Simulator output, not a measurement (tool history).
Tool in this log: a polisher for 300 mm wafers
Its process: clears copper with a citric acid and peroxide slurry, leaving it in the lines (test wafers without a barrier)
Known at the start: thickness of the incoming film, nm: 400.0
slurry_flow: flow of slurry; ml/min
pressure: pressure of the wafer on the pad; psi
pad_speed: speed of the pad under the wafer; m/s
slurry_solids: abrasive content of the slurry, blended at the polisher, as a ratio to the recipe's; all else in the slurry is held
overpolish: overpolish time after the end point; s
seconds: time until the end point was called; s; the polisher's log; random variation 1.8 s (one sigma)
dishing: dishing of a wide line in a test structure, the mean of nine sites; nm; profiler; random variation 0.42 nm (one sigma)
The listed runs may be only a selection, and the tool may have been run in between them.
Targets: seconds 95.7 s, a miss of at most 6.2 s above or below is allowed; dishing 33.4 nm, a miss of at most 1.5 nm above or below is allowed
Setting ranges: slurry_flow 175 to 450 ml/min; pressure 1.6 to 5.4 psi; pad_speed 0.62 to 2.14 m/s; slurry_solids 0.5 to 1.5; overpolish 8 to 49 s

Run 1, hour 0: slurry_flow 290 ml/min, pressure 3.5 psi, pad_speed 1.38 m/s, slurry_solids 1, overpolish 25 s. Result: seconds 94.795 s, dishing 48.704 nm.
Run 2, hour 7: slurry_flow 290 ml/min, pressure 3.5 psi, pad_speed 1.38 m/s, slurry_solids 0.8, overpolish 25 s. Result: seconds 100.07 s, dishing 46.702 nm.
Run 3, hour 14.4: slurry_flow 290 ml/min, pressure 3.5 psi, pad_speed 1.38 m/s, slurry_solids 0.7, overpolish 25 s. Result: seconds 100.85 s, dishing 46.26 nm.
Run 4, hour 22.6: slurry_flow 290 ml/min, pressure 3.5 psi, pad_speed 1.72 m/s, slurry_solids 0.7, overpolish 25 s. Result: seconds 80.961 s, dishing 51.916 nm.
Run 5, hour 27.2: slurry_flow 290 ml/min, pressure 3.3 psi, pad_speed 1.74 m/s, slurry_solids 0.7, overpolish 21 s. Result: seconds 81.324 s, dishing 46.784 nm.
Run 6, hour 34.8: slurry_flow 335 ml/min, pressure 3.3 psi, pad_speed 1.74 m/s, slurry_solids 0.7, overpolish 21 s. Result: seconds 81.57 s, dishing 46.754 nm.
Run 7, hour 43.2: slurry_flow 335 ml/min, pressure 3.1 psi, pad_speed 1.74 m/s, slurry_solids 0.7, overpolish 18 s. Result: seconds 87.778 s, dishing 40.779 nm.
Run 8, hour 48.9: slurry_flow 335 ml/min, pressure 3 psi, pad_speed 1.74 m/s, slurry_solids 0.7, overpolish 16 s. Result: seconds 91.895 s, dishing 37.603 nm.
Run 9, hour 55.9: slurry_flow 335 ml/min, pressure 2.8 psi, pad_speed 1.76 m/s, slurry_solids 0.7, overpolish 11 s. Result: seconds 93.736 s, dishing 28.145 nm.
Run 10, hour 63.2: slurry_flow 345 ml/min, pressure 2.8 psi, pad_speed 1.74 m/s, slurry_solids 0.7, overpolish 12 s. Result: seconds 91.314 s, dishing 29.979 nm.
Run 11, hour 69.5: slurry_flow 345 ml/min, pressure 2.8 psi, pad_speed 1.72 m/s, slurry_solids 0.7, overpolish 13 s. Result: seconds 95.627 s, dishing 31.411 nm.
Run 12, hour 73.1: slurry_flow 345 ml/min, pressure 2.9 psi, pad_speed 1.7 m/s, slurry_solids 0.7, overpolish 16 s. Result: seconds 93.114 s, dishing 36.913 nm.

Which of these 5 next moves meets every target?
Run A, hour 76.7: slurry_flow 325 ml/min, pressure 2.3 psi, pad_speed 1.68 m/s, slurry_solids 0.65, overpolish 17 s. Result: seconds ?, dishing ?.
Run B, hour 76.7: slurry_flow 310 ml/min, pressure 3.5 psi, pad_speed 1.34 m/s, slurry_solids 0.5, overpolish 14 s. Result: seconds ?, dishing ?.
Run C, hour 76.7: slurry_flow 360 ml/min, pressure 3.8 psi, pad_speed 1.1 m/s, slurry_solids 0.9, overpolish 16 s. Result: seconds ?, dishing ?.
Run D, hour 76.7: slurry_flow 315 ml/min, pressure 2.9 psi, pad_speed 1.62 m/s, slurry_solids 0.85, overpolish 14 s. Result: seconds ?, dishing ?.
Run E, hour 76.7: slurry_flow 285 ml/min, pressure 3 psi, pad_speed 1.68 m/s, slurry_solids 0.65, overpolish 17 s. Result: seconds ?, dishing ?.

move  seconds  dishing
   A   112.44   33.044
   B   109.56   29.902
   C   111.14   32.801
   D   95.059   32.861
   E   94.841   37.661
A: brings the result that was furthest off to its target, and leaves another outside
B: moves the result that the last run missed by most past its target, out the other side
C: brings the result that was furthest off to its target, and leaves another outside
D: hits every target within its allowed miss
E: moves away from the targets compared with the last run
The move that meets every target is D.
